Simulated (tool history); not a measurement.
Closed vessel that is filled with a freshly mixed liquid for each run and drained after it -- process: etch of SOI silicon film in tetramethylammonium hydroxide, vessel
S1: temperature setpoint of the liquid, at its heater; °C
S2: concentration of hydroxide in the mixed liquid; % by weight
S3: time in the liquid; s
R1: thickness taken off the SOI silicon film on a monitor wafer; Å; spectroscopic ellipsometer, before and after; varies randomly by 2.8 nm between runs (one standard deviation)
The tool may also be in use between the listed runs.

run	day	S1	S2	S3	R1
1	0	65	11.5	85	4877.3
2	0.054	65	11.5	90	5183.2
3	0.138	65	11.5	90	5185
4	0.354	62.5	11.5	90	4400.7
5	0.575	61	11.5	90	4052.8
6	0.804	60	11.5	90	3773.2
7	1.108	59	11.5	90	3570.2
8	1.238	58.5	11.5	90	3401

Run 9 has not been measured yet. What should we expect?
9	1.55	58	11.5	90	?

For run 9 the tool returned R1 3297.3 Å.
